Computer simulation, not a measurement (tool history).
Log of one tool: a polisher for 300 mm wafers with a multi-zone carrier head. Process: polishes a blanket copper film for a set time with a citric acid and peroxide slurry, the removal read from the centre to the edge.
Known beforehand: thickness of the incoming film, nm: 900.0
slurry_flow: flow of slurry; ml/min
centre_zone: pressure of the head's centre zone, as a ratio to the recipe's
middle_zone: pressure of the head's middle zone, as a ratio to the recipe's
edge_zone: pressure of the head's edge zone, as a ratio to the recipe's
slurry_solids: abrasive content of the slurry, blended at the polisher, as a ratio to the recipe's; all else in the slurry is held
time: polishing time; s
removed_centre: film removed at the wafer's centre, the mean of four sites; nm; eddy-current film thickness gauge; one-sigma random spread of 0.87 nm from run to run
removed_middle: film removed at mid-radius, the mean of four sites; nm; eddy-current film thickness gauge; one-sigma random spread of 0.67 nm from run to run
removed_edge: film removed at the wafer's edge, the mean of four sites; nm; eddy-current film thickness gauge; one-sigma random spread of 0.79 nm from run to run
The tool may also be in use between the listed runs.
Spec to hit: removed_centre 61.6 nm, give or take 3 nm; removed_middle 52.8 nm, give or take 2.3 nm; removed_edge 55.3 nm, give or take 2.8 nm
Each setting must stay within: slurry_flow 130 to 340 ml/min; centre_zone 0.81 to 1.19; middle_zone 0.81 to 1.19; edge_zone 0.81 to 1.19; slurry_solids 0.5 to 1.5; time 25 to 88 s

run 1 day=0 | slurry_flow=220 centre_zone=1 middle_zone=1 edge_zone=1 slurry_solids=1 time=56 | removed_centre=78.181 removed_middle=80.324 removed_edge=78.893
run 2 day=0.092 | slurry_flow=220 centre_zone=1.02 middle_zone=0.97 edge_zone=0.98 slurry_solids=0.9 time=53 | removed_centre=75.634 removed_middle=71.235 removed_edge=70.463
run 3 day=0.346 | slurry_flow=215 centre_zone=1 middle_zone=0.94 edge_zone=0.97 slurry_solids=0.8 time=52 | removed_centre=69.008 removed_middle=65.257 removed_edge=68.079
run 4 day=0.521 | slurry_flow=215 centre_zone=1.08 middle_zone=0.94 edge_zone=0.97 slurry_solids=0.8 time=52 | removed_centre=72.335 removed_middle=66.163 removed_edge=68.637
run 5 day=0.675 | slurry_flow=220 centre_zone=1.08 middle_zone=0.93 edge_zone=0.94 slurry_solids=0.7 time=51 | removed_centre=67.504 removed_middle=61.447 removed_edge=61.384
run 6 day=0.804 | slurry_flow=220 centre_zone=1.03 middle_zone=0.93 edge_zone=0.94 slurry_solids=0.7 time=51 | removed_centre=65.146 removed_middle=61.087 removed_edge=62.087
run 7 day=0.992 | slurry_flow=205 centre_zone=1.06 middle_zone=0.84 edge_zone=0.86 slurry_solids=0.5 time=49 | removed_centre=54.217 removed_middle=45.261 removed_edge=48.402
run 8 day=1.296 | slurry_flow=215 centre_zone=1.07 middle_zone=0.85 edge_zone=0.88 slurry_solids=0.5 time=49 | removed_centre=56.257 removed_middle=47.138 removed_edge=50.477
run 9 day=1.338 | slurry_flow=275 centre_zone=1.09 middle_zone=0.9 edge_zone=0.93 slurry_solids=0.5 time=49 | removed_centre=58.369 removed_middle=48.798 removed_edge=52.925
run 10 day=1.404 | slurry_flow=275 centre_zone=1.1 middle_zone=0.95 edge_zone=0.93 slurry_solids=0.65 time=50 | removed_centre=66.78 removed_middle=61.054 removed_edge=59.619
run 11 day=1.512 | slurry_flow=275 centre_zone=1.09 middle_zone=0.93 edge_zone=0.92 slurry_solids=0.65 time=50 | removed_centre=66.441 removed_middle=58.136 removed_edge=59.706
run 12 day=1.546 | slurry_flow=270 centre_zone=1.08 middle_zone=0.92 edge_zone=0.91 slurry_solids=0.65 time=50 | removed_centre=66.061 removed_middle=58.568 removed_edge=59.898
run 13 day=1.608 | slurry_flow=265 centre_zone=1.08 middle_zone=0.91 edge_zone=0.9 slurry_solids=0.65 time=50 | removed_centre=67.765 removed_middle=57.88 removed_edge=59.716
run 14 day=1.862 | slurry_flow=255 centre_zone=1.08 middle_zone=0.9 edge_zone=0.9 slurry_solids=0.65 time=50 | removed_centre=67.12 removed_middle=57.181 removed_edge=59.879
run 15 day=2.146 | slurry_flow=255 centre_zone=1.08 middle_zone=0.9 edge_zone=0.9 slurry_solids=0.65 time=50 | removed_centre=65.195 removed_middle=56.891 removed_edge=58.916
run 16 day=2.358 | slurry_flow=235 centre_zone=1.07 middle_zone=0.86 edge_zone=0.85 slurry_solids=0.5 time=49 | removed_centre=55.571 removed_middle=48.005 removed_edge=49.869
run 17 day=2.412 | slurry_flow=240 centre_zone=1.08 middle_zone=0.87 edge_zone=0.87 slurry_solids=0.5 time=49 | removed_centre=57.978 removed_middle=47.817 removed_edge=50.384
run 18 day=2.754 | slurry_flow=240 centre_zone=1.08 middle_zone=0.87 edge_zone=0.87 slurry_solids=0.5 time=49 | removed_centre=56.774 removed_middle=48.034 removed_edge=50.447

Which single option among these 4 for the next run brings every result within its allowed miss of target? Just one does.
run A day=3.096 | slurry_flow=230 centre_zone=1.01 middle_zone=0.94 edge_zone=0.9 slurry_solids=0.5 time=48 | removed_centre=? removed_middle=? removed_edge=?
run B day=3.096 | slurry_flow=220 centre_zone=1.07 middle_zone=0.88 edge_zone=0.88 slurry_solids=0.55 time=52 | removed_centre=? removed_middle=? removed_edge=?
run C day=3.096 | slurry_flow=225 centre_zone=0.92 middle_zone=0.83 edge_zone=0.93 slurry_solids=0.5 time=51 | removed_centre=? removed_middle=? removed_edge=?
run D day=3.096 | slurry_flow=240 centre_zone=1.07 middle_zone=0.81 edge_zone=0.94 slurry_solids=0.65 time=43 | removed_centre=? removed_middle=? removed_edge=?

move=A removed_centre=52.541 removed_middle=50.017 removed_edge=48.811
move=B removed_centre=62.555 removed_middle=53.522 removed_edge=54.733
move=C removed_centre=51.134 removed_middle=47.854 removed_edge=52.639
move=D removed_centre=56.117 removed_middle=44.83 removed_edge=50.523
A: the biggest miss grows against the last run
B: all results land within tolerance of their targets
C: the biggest miss grows against the last run
D: the biggest miss grows against the last run
The move that meets every target is B.
